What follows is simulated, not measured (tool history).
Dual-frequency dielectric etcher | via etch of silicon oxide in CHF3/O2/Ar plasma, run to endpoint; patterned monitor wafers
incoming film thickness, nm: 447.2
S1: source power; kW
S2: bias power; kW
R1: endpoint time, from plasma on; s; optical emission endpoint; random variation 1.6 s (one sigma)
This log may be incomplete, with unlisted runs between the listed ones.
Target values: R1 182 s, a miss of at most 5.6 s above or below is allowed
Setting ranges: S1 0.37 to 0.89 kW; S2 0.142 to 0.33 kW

run 1 hour=0 | S1=0.63 S2=0.236 | R1=207.91
run 2 hour=6.6 | S1=0.63 S2=0.2 | R1=232.53
run 3 hour=10.3 | S1=0.63 S2=0.242 | R1=206.34
run 4 hour=14 | S1=0.63 S2=0.267 | R1=199.69
run 5 hour=19.8 | S1=0.63 S2=0.231 | R1=214.98
run 6 hour=21.9 | S1=0.74 S2=0.231 | R1=206.25
run 7 hour=26.5 | S1=0.76 S2=0.245 | R1=194.95
run 8 hour=29.4 | S1=0.78 S2=0.25 | R1=191.54
run 9 hour=38 | S1=0.8 S2=0.254 | R1=191.74

Pick the move, out of 5, that brings all results within their allowed miss; only one does.
run A hour=46.6 | S1=0.82 S2=0.312 | R1=?
run B hour=46.6 | S1=0.81 S2=0.315 | R1=?
run C hour=46.6 | S1=0.85 S2=0.247 | R1=?
run D hour=46.6 | S1=0.78 S2=0.285 | R1=?
run E hour=46.6 | S1=0.74 S2=0.235 | R1=?

move=A R1=169.46
move=B R1=169.15
move=C R1=189.55
move=D R1=179.7
move=E R1=201.56
A: moves the result that the last run missed by most past its target, out the other side
B: moves the result that the last run missed by most past its target, out the other side
C: nearer the targets than the last run, but a result is still out of spec
D: in spec on every target
E: lands further from the targets than the last run did
So the answer is move D, the one that meets all the targets.

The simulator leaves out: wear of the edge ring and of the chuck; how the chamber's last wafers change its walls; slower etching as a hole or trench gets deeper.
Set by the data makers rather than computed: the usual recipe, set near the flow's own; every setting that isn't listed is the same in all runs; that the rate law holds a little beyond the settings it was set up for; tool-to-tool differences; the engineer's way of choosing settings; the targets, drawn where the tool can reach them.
